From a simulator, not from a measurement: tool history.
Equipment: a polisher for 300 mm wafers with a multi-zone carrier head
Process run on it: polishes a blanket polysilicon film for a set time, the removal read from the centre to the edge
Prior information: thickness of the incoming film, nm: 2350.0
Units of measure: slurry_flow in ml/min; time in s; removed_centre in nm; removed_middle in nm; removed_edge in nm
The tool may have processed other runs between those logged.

Run 1, hour 0: slurry_flow 240 ml/min, centre_zone 1, middle_zone 1, edge_zone 1, time 55 s. Result: removed_centre 412.17 nm, removed_middle 412.32 nm, removed_edge 422.1 nm.
Run 2, hour 8: slurry_flow 245 ml/min, centre_zone 1.02, middle_zone 1.02, edge_zone 1.01, time 57 s. Result: removed_centre 433.86 nm, removed_middle 431.57 nm, removed_edge 442.63 nm.
Run 3, hour 15.1: slurry_flow 250 ml/min, centre_zone 1.04, middle_zone 1.04, edge_zone 1, time 59 s. Result: removed_centre 454.93 nm, removed_middle 453.97 nm, removed_edge 457.97 nm.
Run 4, hour 17.8: slurry_flow 215 ml/min, centre_zone 1.04, middle_zone 1.04, edge_zone 1, time 59 s. Result: removed_centre 451.04 nm, removed_middle 450.34 nm, removed_edge 441.06 nm.
Run 5, hour 26.3: slurry_flow 220 ml/min, centre_zone 1.05, middle_zone 1.06, edge_zone 1, time 61 s. Result: removed_centre 465.85 nm, removed_middle 471.84 nm, removed_edge 458.31 nm.
Run 6, hour 29.3: slurry_flow 220 ml/min, centre_zone 1.05, middle_zone 1.06, edge_zone 1.06, time 61 s. Result: removed_centre 468.69 nm, removed_middle 476.54 nm, removed_edge 474.16 nm.

What will run 7 give?
Run 7, hour 37.7: slurry_flow 225 ml/min, centre_zone 1.07, middle_zone 1.08, edge_zone 1.06, time 62 s. Result: removed_centre ?, removed_middle ?, removed_edge ?.

{"run 7": {"removed_centre": 485.61, "removed_middle": 489.36, "removed_edge": 484.24}}
